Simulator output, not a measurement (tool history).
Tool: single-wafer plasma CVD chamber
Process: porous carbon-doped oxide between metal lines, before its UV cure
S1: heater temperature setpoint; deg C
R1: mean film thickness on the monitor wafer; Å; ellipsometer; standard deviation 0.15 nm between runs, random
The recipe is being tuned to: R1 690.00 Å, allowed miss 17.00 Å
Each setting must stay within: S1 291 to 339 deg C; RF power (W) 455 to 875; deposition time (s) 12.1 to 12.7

run 1 hour=0.0 | S1=315 RF_power_(W)=665 deposition_time_(s)=12.7 | R1=745.63
run 2 hour=4.4 | S1=315 RF_power_(W)=745 deposition_time_(s)=12.7 | R1=810.72
run 3 hour=11.3 | S1=315 RF_power_(W)=840 deposition_time_(s)=12.7 | R1=883.13
run 4 hour=19.3 | S1=315 RF_power_(W)=840 deposition_time_(s)=12.1 | R1=843.28
-- hour=21.0 thermocouple changed; heater temperature recalibrated
run 5 hour=21.0 | S1=317 RF_power_(W)=830 deposition_time_(s)=12.1 | R1=850.32
run 6 hour=28.9 | S1=317 RF_power_(W)=870 deposition_time_(s)=12.1 | R1=872.95
run 7 hour=34.2 | S1=318 RF_power_(W)=850 deposition_time_(s)=12.1 | R1=854.68
run 8 hour=37.5 | S1=319 RF_power_(W)=830 deposition_time_(s)=12.1 | R1=840.56
run 9 hour=38.2 | S1=319 RF_power_(W)=810 deposition_time_(s)=12.1 | R1=824.09
run 10 hour=45.3 | S1=320 RF_power_(W)=790 deposition_time_(s)=12.1 | R1=803.92
run 11 hour=52.2 | S1=321 RF_power_(W)=775 deposition_time_(s)=12.1 | R1=784.30

4 candidate next runs follow, results not yet known. Just one meets every target within its allowed miss. Identify it.
run A hour=59.1 | S1=326 RF_power_(W)=680 deposition_time_(s)=12.1 | R1=?
run B hour=59.1 | S1=328 RF_power_(W)=640 deposition_time_(s)=12.1 | R1=?
run C hour=59.1 | S1=339 RF_power_(W)=675 deposition_time_(s)=12.1 | R1=?
run D hour=59.1 | S1=311 RF_power_(W)=805 deposition_time_(s)=12.7 | R1=?

move=A R1=697.22
move=B R1=659.38
move=C R1=648.37
move=D R1=899.86
A: all results land within tolerance of their targets
B: moves the result that the last run missed by most past its target, out the other side
C: moves the result that the last run missed by most past its target, out the other side
D: its largest miss is bigger than the last run's
The move that meets every target is A.
